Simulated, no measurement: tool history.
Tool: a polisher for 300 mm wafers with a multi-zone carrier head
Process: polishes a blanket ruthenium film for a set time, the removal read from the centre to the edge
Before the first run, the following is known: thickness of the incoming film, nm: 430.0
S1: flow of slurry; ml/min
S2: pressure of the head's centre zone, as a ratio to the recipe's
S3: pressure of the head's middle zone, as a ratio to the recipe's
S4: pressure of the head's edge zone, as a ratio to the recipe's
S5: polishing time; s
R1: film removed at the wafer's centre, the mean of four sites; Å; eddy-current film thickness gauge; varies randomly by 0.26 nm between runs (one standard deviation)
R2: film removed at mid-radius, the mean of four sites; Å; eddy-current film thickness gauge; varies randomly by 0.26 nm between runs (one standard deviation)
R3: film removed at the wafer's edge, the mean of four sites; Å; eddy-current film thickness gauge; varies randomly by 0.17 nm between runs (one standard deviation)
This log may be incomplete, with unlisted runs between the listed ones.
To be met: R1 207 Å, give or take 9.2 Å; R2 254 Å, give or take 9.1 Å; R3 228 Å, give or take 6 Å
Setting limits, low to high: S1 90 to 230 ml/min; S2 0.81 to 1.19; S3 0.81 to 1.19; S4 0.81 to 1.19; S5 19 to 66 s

run,hour,S1,S2,S3,S4,S5,R1,R2,R3
1,0,150,1,1,1,42,348.1,361.16,357.85
2,8.5,145,0.96,1.01,0.96,38,299.62,325.2,316.43
3,10.4,140,0.93,1.02,0.92,35,269.85,301.62,283.69
4,12.2,130,0.9,1.02,0.89,33,240.05,279.77,264.96
5,14.1,130,0.9,1.02,0.81,33,237.7,284.81,254.35
6,15.6,130,0.86,1.02,0.81,33,225.52,279.12,254.69
7,20.9,125,0.87,1.02,0.81,32,229.15,277.47,246.94
8,29.7,120,0.86,1.02,0.81,31,213.69,258.77,236.18
9,31.9,115,0.86,1.03,0.81,31,212.2,261.26,234.57
10,33.8,110,0.86,1.03,0.81,31,205.76,255.79,234.21

Which of these 5 next moves meets every target?
A,35.7,155,0.89,0.93,0.89,28,?,?,?
B,35.7,105,0.81,0.96,0.86,32,?,?,?
C,35.7,90,0.91,1.08,0.83,31,?,?,?
D,35.7,90,0.84,0.99,0.95,31,?,?,?
E,35.7,105,0.95,0.89,0.86,32,?,?,?

move,R1,R2,R3
A,210.46,231.51,227.19
B,200.77,252.12,243.41
C,210.02,260.21,227.16
D,193.61,241.74,237.8
E,235.68,236.53,243.64
A: the worst result of the last run now meets its target, but another is out of spec
B: the biggest miss grows against the last run
C: every result within its allowed miss
D: the biggest miss grows against the last run
E: the biggest miss grows against the last run
Correct choice: C, which meets every target
